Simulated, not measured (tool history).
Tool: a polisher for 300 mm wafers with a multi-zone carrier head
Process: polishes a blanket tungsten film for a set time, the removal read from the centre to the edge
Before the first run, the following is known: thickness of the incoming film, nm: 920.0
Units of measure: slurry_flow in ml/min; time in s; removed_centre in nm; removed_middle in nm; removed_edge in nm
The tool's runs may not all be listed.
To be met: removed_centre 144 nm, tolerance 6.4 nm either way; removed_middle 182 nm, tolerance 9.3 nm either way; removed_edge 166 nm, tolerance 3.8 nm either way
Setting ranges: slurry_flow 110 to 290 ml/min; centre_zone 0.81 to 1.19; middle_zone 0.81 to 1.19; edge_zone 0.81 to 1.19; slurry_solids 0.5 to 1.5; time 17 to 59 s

Run 1, hour 0: slurry_flow 185 ml/min, centre_zone 1, middle_zone 1, edge_zone 1, slurry_solids 1, time 38 s. Result: removed_centre 265.26 nm, removed_middle 266.94 nm, removed_edge 267.21 nm.
Run 2, hour 6: slurry_flow 175 ml/min, centre_zone 0.95, middle_zone 1.01, edge_zone 0.96, slurry_solids 0.85, time 35 s. Result: removed_centre 219.34 nm, removed_middle 240.79 nm, removed_edge 229.56 nm.
Run 3, hour 11.3: slurry_flow 195 ml/min, centre_zone 0.95, middle_zone 1.01, edge_zone 0.96, slurry_solids 0.85, time 35 s. Result: removed_centre 220.37 nm, removed_middle 248.26 nm, removed_edge 234.72 nm.
Run 4, hour 15.8: slurry_flow 180 ml/min, centre_zone 0.92, middle_zone 1, edge_zone 0.93, slurry_solids 0.75, time 33 s. Result: removed_centre 192.24 nm, removed_middle 217.91 nm, removed_edge 206.96 nm.
Run 5, hour 19: slurry_flow 180 ml/min, centre_zone 0.92, middle_zone 1.07, edge_zone 0.93, slurry_solids 0.75, time 33 s. Result: removed_centre 192.38 nm, removed_middle 235.05 nm, removed_edge 205.49 nm.
Run 6, hour 19.6: slurry_flow 170 ml/min, centre_zone 0.89, middle_zone 1.05, edge_zone 0.91, slurry_solids 0.7, time 33 s. Result: removed_centre 183.58 nm, removed_middle 217.41 nm, removed_edge 197.71 nm.
Run 7, hour 28.4: slurry_flow 170 ml/min, centre_zone 0.87, middle_zone 1.05, edge_zone 0.91, slurry_solids 0.65, time 32 s. Result: removed_centre 172.68 nm, removed_middle 209.23 nm, removed_edge 185.98 nm.
Run 8, hour 35.5: slurry_flow 170 ml/min, centre_zone 0.85, middle_zone 1.05, edge_zone 0.93, slurry_solids 0.6, time 31 s. Result: removed_centre 155.77 nm, removed_middle 188.22 nm, removed_edge 180.08 nm.
At hour 41.1: worn pad replaced by a new one.
Run 9, hour 41.1: slurry_flow 160 ml/min, centre_zone 0.84, middle_zone 1.06, edge_zone 0.92, slurry_solids 0.6, time 31 s. Result: removed_centre 168.93 nm, removed_middle 215.53 nm, removed_edge 197.13 nm.
Run 10, hour 46.6: slurry_flow 180 ml/min, centre_zone 0.83, middle_zone 1.06, edge_zone 0.92, slurry_solids 0.6, time 31 s. Result: removed_centre 172.85 nm, removed_middle 219.7 nm, removed_edge 198.59 nm.
Run 11, hour 53.1: slurry_flow 165 ml/min, centre_zone 0.84, middle_zone 1.07, edge_zone 0.92, slurry_solids 0.6, time 31 s. Result: removed_centre 168.93 nm, removed_middle 216.71 nm, removed_edge 197.73 nm.
Run 12, hour 60.8: slurry_flow 155 ml/min, centre_zone 0.83, middle_zone 1.06, edge_zone 0.9, slurry_solids 0.55, time 31 s. Result: removed_centre 162.58 nm, removed_middle 207.87 nm, removed_edge 186.66 nm.
Run 13, hour 61.5: slurry_flow 150 ml/min, centre_zone 0.82, middle_zone 1.05, edge_zone 0.89, slurry_solids 0.55, time 30 s. Result: removed_centre 153.94 nm, removed_middle 199.26 nm, removed_edge 182.05 nm.
Run 14, hour 64.9: slurry_flow 145 ml/min, centre_zone 0.82, middle_zone 1.04, edge_zone 0.88, slurry_solids 0.55, time 30 s. Result: removed_centre 149.77 nm, removed_middle 194.5 nm, removed_edge 180.78 nm.
Run 15, hour 69.9: slurry_flow 140 ml/min, centre_zone 0.83, middle_zone 1.03, edge_zone 0.86, slurry_solids 0.55, time 30 s. Result: removed_centre 156.89 nm, removed_middle 192.2 nm, removed_edge 177.59 nm.
Run 16, hour 77: slurry_flow 135 ml/min, centre_zone 0.82, middle_zone 1.03, edge_zone 0.86, slurry_solids 0.55, time 29 s. Result: removed_centre 146.81 nm, removed_middle 187.34 nm, removed_edge 171.31 nm.

Which one of the following 5 next-run settings gets every result inside its allowed miss? There is exactly one.
Run A, hour 84.1: slurry_flow 110 ml/min, centre_zone 0.81, middle_zone 1.11, edge_zone 0.81, slurry_solids 0.7, time 29 s. Result: removed_centre ?, removed_middle ?, removed_edge ?.
Run B, hour 84.1: slurry_flow 130 ml/min, centre_zone 0.81, middle_zone 1.02, edge_zone 0.95, slurry_solids 0.65, time 28 s. Result: removed_centre ?, removed_middle ?, removed_edge ?.
Run C, hour 84.1: slurry_flow 120 ml/min, centre_zone 0.81, middle_zone 1, edge_zone 0.91, slurry_solids 0.5, time 30 s. Result: removed_centre ?, removed_middle ?, removed_edge ?.
Run D, hour 84.1: slurry_flow 210 ml/min, centre_zone 0.81, middle_zone 1.08, edge_zone 0.85, slurry_solids 0.5, time 29 s. Result: removed_centre ?, removed_middle ?, removed_edge ?.
Run E, hour 84.1: slurry_flow 120 ml/min, centre_zone 0.87, middle_zone 1.1, edge_zone 0.92, slurry_solids 0.5, time 29 s. Result: removed_centre ?, removed_middle ?, removed_edge ?.

move  removed_centre  removed_middle  removed_edge
   A          153.05          203.35        174.13
   B          149.29          186.14         180.5
   C          144.29          177.81        172.08
   D          153.42          197.43        171.28
   E             149          183.76           167
A: moves away from the targets compared with the last run
B: moves away from the targets compared with the last run
C: moves away from the targets compared with the last run
D: moves away from the targets compared with the last run
E: every result lands within tolerance
Move E is the one to make.

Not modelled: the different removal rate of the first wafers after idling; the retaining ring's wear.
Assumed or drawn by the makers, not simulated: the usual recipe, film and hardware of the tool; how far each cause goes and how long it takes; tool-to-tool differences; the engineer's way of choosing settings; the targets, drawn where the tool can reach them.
